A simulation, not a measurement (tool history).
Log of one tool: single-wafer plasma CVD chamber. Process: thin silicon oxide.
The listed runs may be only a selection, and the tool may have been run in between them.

run	day	heater temperature setpoint (deg C)	chamber pressure (mTorr)	RF power (kW)	deposition time (s)	mean film thickness on the monitor wafer (nm)
1	0.000	375	869	0.340	7.36	15.159
2	0.338	375	905	0.340	7.36	15.501
3	0.458	375	905	0.340	7.36	15.292
4	0.508	375	905	0.375	7.36	15.994
5	0.746	365	905	0.375	7.36	16.148
6	1.083	372	905	0.375	7.36	16.105

What does the tool deliver on the next run?
7	1.258	372	933	0.375	7.36	?

mean film thickness on the monitor wafer (nm): 16.401

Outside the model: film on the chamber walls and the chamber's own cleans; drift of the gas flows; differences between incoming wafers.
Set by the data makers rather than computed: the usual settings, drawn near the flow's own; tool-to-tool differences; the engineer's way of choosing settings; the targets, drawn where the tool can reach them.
